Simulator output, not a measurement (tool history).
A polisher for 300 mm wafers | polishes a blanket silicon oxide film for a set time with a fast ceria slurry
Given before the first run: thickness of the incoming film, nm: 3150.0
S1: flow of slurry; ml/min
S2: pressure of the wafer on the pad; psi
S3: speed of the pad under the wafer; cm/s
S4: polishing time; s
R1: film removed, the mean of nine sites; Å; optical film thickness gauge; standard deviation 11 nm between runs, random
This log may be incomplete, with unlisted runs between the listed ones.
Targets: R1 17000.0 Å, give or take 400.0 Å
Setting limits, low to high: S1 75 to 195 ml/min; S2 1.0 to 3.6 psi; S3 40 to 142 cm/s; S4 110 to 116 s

run 1 day=0.000 | S1=125 S2=2.3 S3=90 S4=110 | R1=12211.0
run 2 day=0.262 | S1=125 S2=2.3 S3=72 S4=110 | R1=9703.1
run 3 day=0.296 | S1=125 S2=2.3 S3=72 S4=110 | R1=9782.7
run 4 day=0.338 | S1=100 S2=2.3 S3=72 S4=110 | R1=9280.2
run 5 day=0.412 | S1=75 S2=2.3 S3=72 S4=110 | R1=8406.1
run 6 day=0.733 | S1=95 S2=2.5 S3=72 S4=110 | R1=10012.0
run 7 day=0.829 | S1=110 S2=2.6 S3=72 S4=110 | R1=10728.0
run 8 day=1.154 | S1=125 S2=2.7 S3=72 S4=110 | R1=11477.0
run 9 day=1.483 | S1=135 S2=2.8 S3=72 S4=110 | R1=12191.0
run 10 day=1.733 | S1=145 S2=2.9 S3=72 S4=110 | R1=12685.0
run 11 day=2.067 | S1=145 S2=2.9 S3=72 S4=110 | R1=12667.0
run 12 day=2.254 | S1=150 S2=3.0 S3=72 S4=110 | R1=13100.0
run 13 day=2.346 | S1=155 S2=3.1 S3=72 S4=110 | R1=13716.0
run 14 day=2.654 | S1=160 S2=3.2 S3=72 S4=110 | R1=14379.0
run 15 day=2.688 | S1=165 S2=3.3 S3=72 S4=110 | R1=14762.0
run 16 day=2.988 | S1=165 S2=3.4 S3=72 S4=110 | R1=15240.0

Next run, 5 choices. One meets every target within its allowed miss, the rest don't. Which?
run A day=3.288 | S1=180 S2=2.8 S3=74 S4=116 | R1=?
run B day=3.288 | S1=175 S2=3.6 S3=68 S4=115 | R1=?
run C day=3.288 | S1=180 S2=3.5 S3=70 S4=112 | R1=?
run D day=3.288 | S1=145 S2=3.6 S3=74 S4=116 | R1=?
run E day=3.288 | S1=175 S2=3.3 S3=68 S4=110 | R1=?

move=A R1=13871.0
move=B R1=16139.0
move=C R1=15790.0
move=D R1=17095.0
move=E R1=14176.0
A: moves away from the targets compared with the last run
B: gains on the last run, yet a result remains outside its allowed miss
C: gains on the last run, yet a result remains outside its allowed miss
D: hits every target within its allowed miss
E: moves away from the targets compared with the last run
D is the move that brings every result within its allowed miss.
